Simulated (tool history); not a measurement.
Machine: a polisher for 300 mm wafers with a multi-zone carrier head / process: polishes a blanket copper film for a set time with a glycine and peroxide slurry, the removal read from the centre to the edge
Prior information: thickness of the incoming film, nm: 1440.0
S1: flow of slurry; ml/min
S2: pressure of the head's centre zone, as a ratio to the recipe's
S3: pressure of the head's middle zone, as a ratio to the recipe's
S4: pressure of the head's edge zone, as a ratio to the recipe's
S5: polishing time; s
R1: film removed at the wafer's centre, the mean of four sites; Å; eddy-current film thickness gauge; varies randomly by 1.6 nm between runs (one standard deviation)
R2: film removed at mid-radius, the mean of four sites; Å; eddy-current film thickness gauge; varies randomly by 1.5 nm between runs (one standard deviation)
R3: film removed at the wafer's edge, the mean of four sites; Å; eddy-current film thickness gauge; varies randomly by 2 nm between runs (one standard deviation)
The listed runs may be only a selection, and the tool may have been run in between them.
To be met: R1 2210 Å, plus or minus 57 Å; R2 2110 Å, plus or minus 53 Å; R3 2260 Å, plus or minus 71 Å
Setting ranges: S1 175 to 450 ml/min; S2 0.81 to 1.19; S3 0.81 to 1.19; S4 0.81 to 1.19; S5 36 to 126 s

{"run": 1, "day": 0.0, "S1": 290, "S2": 1, "S3": 1, "S4": 1, "S5": 81, "R1": 3771, "R2": 3658, "R3": 3809.6}
{"run": 2, "day": 0.262, "S1": 285, "S2": 0.97, "S3": 0.96, "S4": 0.95, "S5": 69, "R1": 3112.9, "R2": 3017.9, "R3": 3158.5}
{"run": 3, "day": 0.604, "S1": 285, "S2": 0.92, "S3": 0.96, "S4": 0.95, "S5": 69, "R1": 3002.5, "R2": 3018.8, "R3": 3177.8}
{"run": 4, "day": 0.858, "S1": 285, "S2": 0.92, "S3": 0.96, "S4": 1.01, "S5": 69, "R1": 3001.9, "R2": 3051.1, "R3": 3307.4}
{"run": 5, "day": 1.054, "S1": 275, "S2": 0.91, "S3": 0.93, "S4": 0.95, "S5": 62, "R1": 2658.1, "R2": 2652.7, "R3": 2792.7}
{"run": 6, "day": 1.275, "S1": 315, "S2": 0.91, "S3": 0.93, "S4": 0.95, "S5": 62, "R1": 2669.8, "R2": 2641.4, "R3": 2882.5}
{"run": 7, "day": 1.629, "S1": 300, "S2": 0.89, "S3": 0.9, "S4": 0.9, "S5": 59, "R1": 2530, "R2": 2490.9, "R3": 2637.8}
{"run": 8, "day": 1.7, "S1": 295, "S2": 0.88, "S3": 0.87, "S4": 0.88, "S5": 57, "R1": 2383.8, "R2": 2310.7, "R3": 2545.9}
{"run": 9, "day": 1.942, "S1": 275, "S2": 0.88, "S3": 0.86, "S4": 0.86, "S5": 56, "R1": 2343.3, "R2": 2228.8, "R3": 2421.7}
{"run": 10, "day": 2.288, "S1": 255, "S2": 0.87, "S3": 0.85, "S4": 0.84, "S5": 56, "R1": 2303.6, "R2": 2200.8, "R3": 2440.4}
{"run": 11, "day": 2.642, "S1": 265, "S2": 0.87, "S3": 0.85, "S4": 0.83, "S5": 54, "R1": 2207.1, "R2": 2144.6, "R3": 2336.4}

Pick the move, out of 5, that brings all results within their allowed miss; only one does.
{"run": "A", "day": 2.996, "S1": 225, "S2": 0.89, "S3": 0.93, "S4": 0.82, "S5": 53, "R1": "?", "R2": "?", "R3": "?"}
{"run": "B", "day": 2.996, "S1": 220, "S2": 0.82, "S3": 0.84, "S4": 0.85, "S5": 57, "R1": "?", "R2": "?", "R3": "?"}
{"run": "C", "day": 2.996, "S1": 300, "S2": 0.92, "S3": 0.9, "S4": 0.88, "S5": 51, "R1": "?", "R2": "?", "R3": "?"}
{"run": "D", "day": 2.996, "S1": 305, "S2": 0.84, "S3": 0.81, "S4": 0.85, "S5": 55, "R1": "?", "R2": "?", "R3": "?"}
{"run": "E", "day": 2.996, "S1": 290, "S2": 0.86, "S3": 0.83, "S4": 0.88, "S5": 54, "R1": "?", "R2": "?", "R3": "?"}

move=A R1=2192.5 R2=2213.8 R3=2250.7
move=B R1=2202.8 R2=2184.5 R3=2456.6
move=C R1=2227.7 R2=2125.6 R3=2276.1
move=D R1=2235.9 R2=2105.7 R3=2423.5
move=E R1=2226.9 R2=2100.1 R3=2407.1
A: the worst result of the last run now meets its target, but another is out of spec
B: further off than the last run
C: every result lands within tolerance
D: further off than the last run
E: further off than the last run
C is the move that brings every result within its allowed miss.

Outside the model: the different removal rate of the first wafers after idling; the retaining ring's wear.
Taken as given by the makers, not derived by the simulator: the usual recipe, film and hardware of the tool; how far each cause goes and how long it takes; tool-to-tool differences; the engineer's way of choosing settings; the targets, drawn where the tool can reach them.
